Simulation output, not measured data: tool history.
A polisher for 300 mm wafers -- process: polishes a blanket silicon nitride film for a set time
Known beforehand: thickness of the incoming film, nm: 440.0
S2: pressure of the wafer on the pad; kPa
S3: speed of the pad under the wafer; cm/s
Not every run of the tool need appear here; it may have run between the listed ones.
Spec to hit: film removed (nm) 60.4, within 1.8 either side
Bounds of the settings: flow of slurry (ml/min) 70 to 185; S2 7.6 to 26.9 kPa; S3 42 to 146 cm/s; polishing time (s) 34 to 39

run 1 hour=0 | flow_of_slurry_(ml/min)=120 S2=17.2 S3=94 polishing_time_(s)=39 | film_removed_(nm)=48.323
run 2 hour=5 | flow_of_slurry_(ml/min)=120 S2=17.2 S3=94 polishing_time_(s)=34 | film_removed_(nm)=42.491
run 3 hour=7.9 | flow_of_slurry_(ml/min)=120 S2=13.8 S3=94 polishing_time_(s)=34 | film_removed_(nm)=35.237
run 4 hour=8.7 | flow_of_slurry_(ml/min)=120 S2=13.8 S3=94 polishing_time_(s)=34 | film_removed_(nm)=35.468
run 5 hour=15.2 | flow_of_slurry_(ml/min)=135 S2=13.8 S3=94 polishing_time_(s)=34 | film_removed_(nm)=36.538
run 6 hour=19.1 | flow_of_slurry_(ml/min)=115 S2=13.8 S3=94 polishing_time_(s)=34 | film_removed_(nm)=35.347
run 7 hour=19.9 | flow_of_slurry_(ml/min)=145 S2=18.6 S3=96 polishing_time_(s)=34 | film_removed_(nm)=47.889
run 8 hour=25.3 | flow_of_slurry_(ml/min)=145 S2=20 S3=96 polishing_time_(s)=34 | film_removed_(nm)=50.65
run 9 hour=33.5 | flow_of_slurry_(ml/min)=145 S2=20.7 S3=96 polishing_time_(s)=34 | film_removed_(nm)=52.702
run 10 hour=40.6 | flow_of_slurry_(ml/min)=145 S2=21.4 S3=96 polishing_time_(s)=34 | film_removed_(nm)=54.082
run 11 hour=46.1 | flow_of_slurry_(ml/min)=145 S2=22.1 S3=96 polishing_time_(s)=34 | film_removed_(nm)=55.234
run 12 hour=51.4 | flow_of_slurry_(ml/min)=145 S2=22.8 S3=96 polishing_time_(s)=34 | film_removed_(nm)=56.75

Exercise: of the 4 proposed moves below, exactly one satisfies all targets within the stated allowed misses. Which move is it?
run A hour=56.7 | flow_of_slurry_(ml/min)=110 S2=21.4 S3=98 polishing_time_(s)=36 | film_removed_(nm)=?
run B hour=56.7 | flow_of_slurry_(ml/min)=125 S2=23.4 S3=96 polishing_time_(s)=36 | film_removed_(nm)=?
run C hour=56.7 | flow_of_slurry_(ml/min)=135 S2=26.9 S3=92 polishing_time_(s)=36 | film_removed_(nm)=?
run D hour=56.7 | flow_of_slurry_(ml/min)=140 S2=24.8 S3=100 polishing_time_(s)=35 | film_removed_(nm)=?

move=A film_removed_(nm)=55.189
move=B film_removed_(nm)=60.516
move=C film_removed_(nm)=67.061
move=D film_removed_(nm)=65.366
A: lands further from the targets than the last run did
B: every result lands within tolerance
C: pushes the last run's worst result past its target
D: pushes the last run's worst result past its target
Go with B: it meets all targets.
